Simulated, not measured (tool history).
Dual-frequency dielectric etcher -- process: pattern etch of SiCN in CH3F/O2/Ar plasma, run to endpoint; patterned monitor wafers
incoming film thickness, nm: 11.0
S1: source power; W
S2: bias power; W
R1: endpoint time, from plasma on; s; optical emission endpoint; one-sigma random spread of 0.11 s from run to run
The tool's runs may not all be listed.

run,hour,S1,S2,R1
1,0,370,89,26.291
2,2.4,330,80,29.077
3,5.8,330,73,30.147
4,6.6,310,69,32
5,8.5,290,68,33.051
6,10.2,280,67,33.732
7,17.2,270,66,34.533

Run 8, settings as shown, results not yet in. Your forecast:
8,24.8,260,66,?

For run 8 the tool returned R1 35.359 s.
